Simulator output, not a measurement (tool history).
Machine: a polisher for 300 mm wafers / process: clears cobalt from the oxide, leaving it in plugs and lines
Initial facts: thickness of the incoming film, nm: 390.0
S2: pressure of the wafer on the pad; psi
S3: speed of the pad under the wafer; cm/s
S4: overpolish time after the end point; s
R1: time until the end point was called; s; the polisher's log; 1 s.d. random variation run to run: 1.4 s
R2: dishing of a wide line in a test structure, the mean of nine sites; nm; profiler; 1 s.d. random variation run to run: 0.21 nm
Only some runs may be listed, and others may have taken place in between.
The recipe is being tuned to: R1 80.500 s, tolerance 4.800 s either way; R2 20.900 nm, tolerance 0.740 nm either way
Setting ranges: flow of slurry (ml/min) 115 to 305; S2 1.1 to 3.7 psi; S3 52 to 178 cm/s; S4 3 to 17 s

Run 1, hour 0.0: flow of slurry (ml/min) 195, S2 2.4 psi, S3 114 cm/s, S4 9 s. Result: R1 51.750 s, R2 37.682 nm.
Run 2, hour 3.6: flow of slurry (ml/min) 195, S2 2.4 psi, S3 114 cm/s, S4 12 s. Result: R1 52.383 s, R2 44.277 nm.
Run 3, hour 6.4: flow of slurry (ml/min) 155, S2 2.4 psi, S3 114 cm/s, S4 12 s. Result: R1 53.000 s, R2 43.243 nm.
Run 4, hour 14.5: flow of slurry (ml/min) 155, S2 2.3 psi, S3 110 cm/s, S4 11 s. Result: R1 58.809 s, R2 40.056 nm.
Run 5, hour 17.8: flow of slurry (ml/min) 155, S2 2.3 psi, S3 138 cm/s, S4 11 s. Result: R1 49.015 s, R2 43.106 nm.
Run 6, hour 19.9: flow of slurry (ml/min) 135, S2 2.3 psi, S3 138 cm/s, S4 11 s. Result: R1 51.524 s, R2 41.306 nm.
Run 7, hour 20.9: flow of slurry (ml/min) 135, S2 2.3 psi, S3 138 cm/s, S4 11 s. Result: R1 50.520 s, R2 42.051 nm.
Run 8, hour 26.9: flow of slurry (ml/min) 135, S2 1.9 psi, S3 106 cm/s, S4 7 s. Result: R1 71.932 s, R2 25.171 nm.

Below are 4 possible settings for the next run. Only one of them brings all results inside the allowed miss of their targets. Which is it?
Run A, hour 32.9: flow of slurry (ml/min) 115, S2 1.9 psi, S3 122 cm/s, S4 5 s. Result: R1 ?, R2 ?.
Run B, hour 32.9: flow of slurry (ml/min) 170, S2 1.5 psi, S3 108 cm/s, S4 9 s. Result: R1 ?, R2 ?.
Run C, hour 32.9: flow of slurry (ml/min) 120, S2 1.4 psi, S3 136 cm/s, S4 6 s. Result: R1 ?, R2 ?.
Run D, hour 32.9: flow of slurry (ml/min) 115, S2 1.9 psi, S3 92 cm/s, S4 7 s. Result: R1 ?, R2 ?.

move      R1      R2
   A  70.269  20.542
   B  84.350  27.896
   C  84.192  20.579
   D  82.817  23.500
A: corrects the largest miss of the last run, while another result sits out of spec
B: lands further from the targets than the last run did
C: all results in spec
D: moves toward the targets from the last run without getting all of them in spec
Go with C: it meets all targets.
